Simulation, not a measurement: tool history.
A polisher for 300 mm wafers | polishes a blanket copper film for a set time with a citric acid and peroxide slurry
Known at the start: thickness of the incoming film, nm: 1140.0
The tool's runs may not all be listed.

run  hour  flow of slurry (ml/min)  pressure of the wafer on the pad (psi)  speed of the pad under the wafer (m/s)  abrasive content of the slurry  polishing time (s)  film removed (nm)
  1   0.0                      265                                     2.7                                    1.16                             1.0                  47             129.74
  2   5.5                      265                                     2.6                                    1.16                             1.0                  47             126.45
  3   7.7                      265                                     2.5                                    1.16                             1.0                  47             121.18
  4  16.2                      265                                     2.4                                    1.16                             1.0                  47             117.56
  5  20.5                      265                                     2.4                                    1.16                             1.0                  50             123.29
  6  25.0                      265                                     2.4                                    1.16                             1.0                  50             123.94

The next listed run, before its measurement:
  7  26.3                      265                                     2.3                                    1.16                             1.0                  50                  ?

film removed (nm): 118.40

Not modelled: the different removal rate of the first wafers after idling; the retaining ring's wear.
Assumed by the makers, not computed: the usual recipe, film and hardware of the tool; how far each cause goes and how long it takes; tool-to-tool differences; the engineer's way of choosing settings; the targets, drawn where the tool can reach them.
